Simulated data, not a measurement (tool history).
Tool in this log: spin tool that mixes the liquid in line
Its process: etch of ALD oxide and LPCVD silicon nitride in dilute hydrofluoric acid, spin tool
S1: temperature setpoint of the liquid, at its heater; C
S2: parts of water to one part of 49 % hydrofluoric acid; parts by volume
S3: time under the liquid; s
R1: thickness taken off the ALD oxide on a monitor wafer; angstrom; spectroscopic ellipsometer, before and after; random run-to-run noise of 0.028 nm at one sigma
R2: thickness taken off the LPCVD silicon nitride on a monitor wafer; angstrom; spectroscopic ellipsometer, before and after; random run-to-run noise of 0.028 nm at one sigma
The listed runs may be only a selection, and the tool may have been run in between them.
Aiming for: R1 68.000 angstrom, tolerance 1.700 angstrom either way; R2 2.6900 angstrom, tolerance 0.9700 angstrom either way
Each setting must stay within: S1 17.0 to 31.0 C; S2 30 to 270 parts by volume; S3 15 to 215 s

Run 1, hour 0.0: S1 23.0 C, S2 150 parts by volume, S3 110 s. Result: R1 86.708 angstrom, R2 3.7149 angstrom.
Run 2, hour 1.4: S1 21.5 C, S2 150 parts by volume, S3 110 s. Result: R1 80.824 angstrom, R2 3.8894 angstrom.
Run 3, hour 2.9: S1 21.5 C, S2 150 parts by volume, S3 65 s. Result: R1 48.150 angstrom, R2 2.0257 angstrom.
Run 4, hour 6.6: S1 23.5 C, S2 150 parts by volume, S3 65 s. Result: R1 51.918 angstrom, R2 2.1185 angstrom.
Run 5, hour 12.8: S1 25.5 C, S2 150 parts by volume, S3 65 s. Result: R1 56.296 angstrom, R2 2.8274 angstrom.
Run 6, hour 20.2: S1 25.5 C, S2 185 parts by volume, S3 65 s. Result: R1 43.489 angstrom, R2 1.6393 angstrom.
Run 7, hour 25.5: S1 27.0 C, S2 175 parts by volume, S3 65 s. Result: R1 49.223 angstrom, R2 2.6550 angstrom.
At hour 27.9: hydrofluoric acid flow meter replaced.
Run 8, hour 27.9: S1 26.5 C, S2 160 parts by volume, S3 65 s. Result: R1 61.368 angstrom, R2 2.6129 angstrom.
Run 9, hour 28.8: S1 27.0 C, S2 160 parts by volume, S3 65 s. Result: R1 61.691 angstrom, R2 3.0197 angstrom.
Run 10, hour 36.5: S1 27.5 C, S2 160 parts by volume, S3 65 s. Result: R1 63.384 angstrom, R2 2.8664 angstrom.

Which of these 5 next moves meets every target?
Run A, hour 44.2: S1 24.5 C, S2 210 parts by volume, S3 95 s. Result: R1 ?, R2 ?.
Run B, hour 44.2: S1 18.5 C, S2 200 parts by volume, S3 135 s. Result: R1 ?, R2 ?.
Run C, hour 44.2: S1 31.0 C, S2 195 parts by volume, S3 70 s. Result: R1 ?, R2 ?.
Run D, hour 44.2: S1 19.0 C, S2 195 parts by volume, S3 110 s. Result: R1 ?, R2 ?.
Run E, hour 44.2: S1 22.5 C, S2 170 parts by volume, S3 90 s. Result: R1 ?, R2 ?.

move      R1      R2
   A  59.477  2.6556
   B  71.424  2.6862
   C  60.454  3.1354
   D  61.162  2.3187
   E  67.427  2.7284
A: its largest miss is bigger than the last run's
B: carries the result that was furthest off beyond its target, to the other side
C: its largest miss is bigger than the last run's
D: its largest miss is bigger than the last run's
E: in spec on every target
E is the move that brings every result within its allowed miss.
